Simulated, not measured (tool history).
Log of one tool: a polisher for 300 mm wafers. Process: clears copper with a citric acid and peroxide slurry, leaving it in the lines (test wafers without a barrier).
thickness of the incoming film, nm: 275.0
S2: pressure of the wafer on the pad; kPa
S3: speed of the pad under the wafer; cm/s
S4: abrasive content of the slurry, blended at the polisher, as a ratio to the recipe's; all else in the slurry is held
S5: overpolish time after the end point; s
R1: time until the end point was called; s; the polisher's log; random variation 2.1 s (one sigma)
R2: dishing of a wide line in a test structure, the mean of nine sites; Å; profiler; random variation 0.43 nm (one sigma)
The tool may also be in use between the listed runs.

{"run": 1, "hour": 0.0, "flow of slurry (ml/min)": 305, "S2": 21.4, "S3": 130, "S4": 1.0, "S5": 18, "R1": 95.306, "R2": 392.26}
{"run": 2, "hour": 1.1, "flow of slurry (ml/min)": 340, "S2": 21.4, "S3": 130, "S4": 1.0, "S5": 18, "R1": 94.746, "R2": 400.12}
{"run": 3, "hour": 5.4, "flow of slurry (ml/min)": 340, "S2": 17.2, "S3": 130, "S4": 1.0, "S5": 18, "R1": 115.48, "R2": 328.78}
{"run": 4, "hour": 9.4, "flow of slurry (ml/min)": 340, "S2": 16.5, "S3": 130, "S4": 1.0, "S5": 19, "R1": 122.02, "R2": 324.0}
{"run": 5, "hour": 11.8, "flow of slurry (ml/min)": 340, "S2": 15.9, "S3": 130, "S4": 1.0, "S5": 20, "R1": 122.35, "R2": 330.0}
{"run": 6, "hour": 14.4, "flow of slurry (ml/min)": 340, "S2": 15.9, "S3": 130, "S4": 1.2, "S5": 20, "R1": 120.12, "R2": 339.57}
{"run": 7, "hour": 15.2, "flow of slurry (ml/min)": 340, "S2": 15.2, "S3": 130, "S4": 1.2, "S5": 21, "R1": 129.79, "R2": 345.1}
{"run": 8, "hour": 18.9, "flow of slurry (ml/min)": 340, "S2": 14.5, "S3": 130, "S4": 1.2, "S5": 21, "R1": 133.49, "R2": 331.75}
{"run": 9, "hour": 27.2, "flow of slurry (ml/min)": 340, "S2": 13.8, "S3": 130, "S4": 1.2, "S5": 21, "R1": 142.59, "R2": 311.68}

Run 10 comes next. What will it give?
{"run": 10, "hour": 28.4, "flow of slurry (ml/min)": 335, "S2": 13.8, "S3": 130, "S4": 1.2, "S5": 21, "R1": "?", "R2": "?"}

R1: 142.100 s
R2: 318.98 Å

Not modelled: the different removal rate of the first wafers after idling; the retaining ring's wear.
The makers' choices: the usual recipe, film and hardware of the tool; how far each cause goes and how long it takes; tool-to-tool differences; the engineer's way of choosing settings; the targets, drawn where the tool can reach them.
